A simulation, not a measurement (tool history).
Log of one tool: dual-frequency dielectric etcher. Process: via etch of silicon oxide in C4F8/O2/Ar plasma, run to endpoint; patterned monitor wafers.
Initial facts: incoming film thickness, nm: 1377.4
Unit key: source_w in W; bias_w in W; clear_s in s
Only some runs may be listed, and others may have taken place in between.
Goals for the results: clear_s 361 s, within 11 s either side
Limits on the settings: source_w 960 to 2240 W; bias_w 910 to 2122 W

| run | hour | source_w | bias_w | clear_s |
|---|---|---|---|---|
| 1 | 0 | 1600 | 1516 | 312.63 |
| 2 | 2.1 | 1880 | 1516 | 294.2 |
| 3 | 3.5 | 1720 | 1435 | 307.07 |
| 4 | 11 | 1720 | 1677 | 295.21 |
| 5 | 18.1 | 1720 | 1428 | 307.11 |
| 6 | 26.2 | 1530 | 1428 | 321.13 |
| 7 | 28.1 | 1430 | 1381 | 335.97 |
| 8 | 30.3 | 1380 | 1360 | 342.38 |
| 9 | 36 | 1340 | 1345 | 348.15 |

Next run, 5 choices. One meets every target within its allowed miss, the rest don't. Which?
| A | 41.7 | 1450 | 1305 | ? |
| B | 41.7 | 1530 | 1219 | ? |
| C | 41.7 | 1440 | 1047 | ? |
| D | 41.7 | 1370 | 1423 | ? |
| E | 41.7 | 1600 | 1299 | ? |

| move | clear_s |
|---|---|
| A | 342.41 |
| B | 341.67 |
| C | 364.15 |
| D | 341.6 |
| E | 330.1 |
A: the biggest miss grows against the last run
B: the biggest miss grows against the last run
C: in spec on every target
D: the biggest miss grows against the last run
E: the biggest miss grows against the last run
C is the move that brings every result within its allowed miss.

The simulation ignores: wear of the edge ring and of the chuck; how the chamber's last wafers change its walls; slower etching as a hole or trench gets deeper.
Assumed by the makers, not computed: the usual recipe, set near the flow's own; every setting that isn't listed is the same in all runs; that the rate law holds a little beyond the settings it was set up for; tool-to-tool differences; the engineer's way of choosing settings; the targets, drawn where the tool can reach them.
